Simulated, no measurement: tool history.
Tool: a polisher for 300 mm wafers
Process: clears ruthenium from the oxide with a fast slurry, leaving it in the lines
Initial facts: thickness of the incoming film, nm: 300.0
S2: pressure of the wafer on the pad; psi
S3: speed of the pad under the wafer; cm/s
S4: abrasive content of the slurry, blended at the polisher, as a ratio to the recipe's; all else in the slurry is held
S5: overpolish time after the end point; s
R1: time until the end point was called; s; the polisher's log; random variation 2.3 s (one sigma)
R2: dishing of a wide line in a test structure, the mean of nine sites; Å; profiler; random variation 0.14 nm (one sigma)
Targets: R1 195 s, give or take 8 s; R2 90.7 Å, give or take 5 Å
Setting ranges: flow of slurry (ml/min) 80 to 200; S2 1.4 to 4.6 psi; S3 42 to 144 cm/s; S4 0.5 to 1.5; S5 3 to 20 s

run 1 hour=0 | flow_of_slurry_(ml/min)=130 S2=3 S3=92 S4=1 S5=10 | R1=86.186 R2=236.33
run 2 hour=4.1 | flow_of_slurry_(ml/min)=150 S2=3 S3=92 S4=1 S5=10 | R1=84.267 R2=248.49
run 3 hour=5.1 | flow_of_slurry_(ml/min)=145 S2=2.6 S3=86 S4=1 S5=9 | R1=108.01 R2=183.67
run 4 hour=13.6 | flow_of_slurry_(ml/min)=170 S2=2.6 S3=86 S4=1 S5=9 | R1=102.96 R2=185.75
run 5 hour=14.2 | flow_of_slurry_(ml/min)=170 S2=2.3 S3=82 S4=1 S5=9 | R1=118.94 R2=162.55
run 6 hour=18 | flow_of_slurry_(ml/min)=160 S2=2.3 S3=82 S4=1 S5=9 | R1=120.34 R2=158.2
run 7 hour=26.9 | flow_of_slurry_(ml/min)=155 S2=2.1 S3=78 S4=1 S5=9 | R1=140.4 R2=140.84
run 8 hour=32.1 | flow_of_slurry_(ml/min)=150 S2=1.9 S3=78 S4=1 S5=9 | R1=153.27 R2=127.43
run 9 hour=38.4 | flow_of_slurry_(ml/min)=145 S2=1.8 S3=78 S4=1 S5=9 | R1=163.47 R2=122.27
run 10 hour=42.7 | flow_of_slurry_(ml/min)=120 S2=1.4 S3=78 S4=1 S5=7 | R1=213.1 R2=71.061
run 11 hour=45.9 | flow_of_slurry_(ml/min)=125 S2=1.4 S3=78 S4=1 S5=7 | R1=216.71 R2=74.38
run 12 hour=47.6 | flow_of_slurry_(ml/min)=130 S2=1.4 S3=78 S4=1 S5=7 | R1=211.28 R2=71.774
run 13 hour=50.1 | flow_of_slurry_(ml/min)=135 S2=1.4 S3=78 S4=1 S5=7 | R1=209.45 R2=73.855

Next run, 4 choices. One meets every target within its allowed miss, the rest don't. Which?
run A hour=52.6 | flow_of_slurry_(ml/min)=130 S2=1.6 S3=58 S4=1.5 S5=10 | R1=? R2=?
run B hour=52.6 | flow_of_slurry_(ml/min)=125 S2=1.6 S3=84 S4=1.05 S5=8 | R1=? R2=?
run C hour=52.6 | flow_of_slurry_(ml/min)=140 S2=1.4 S3=92 S4=0.85 S5=9 | R1=? R2=?
run D hour=52.6 | flow_of_slurry_(ml/min)=130 S2=1.7 S3=68 S4=1.1 S5=8 | R1=? R2=?

move=A R1=211.95 R2=104.4
move=B R1=172.32 R2=102.79
move=C R1=192.37 R2=103.56
move=D R1=193.84 R2=91.755
A: takes the biggest miss from the last run beyond its target
B: takes the biggest miss from the last run beyond its target
C: takes the biggest miss from the last run beyond its target
D: meets every target
Correct choice: D, which meets every target
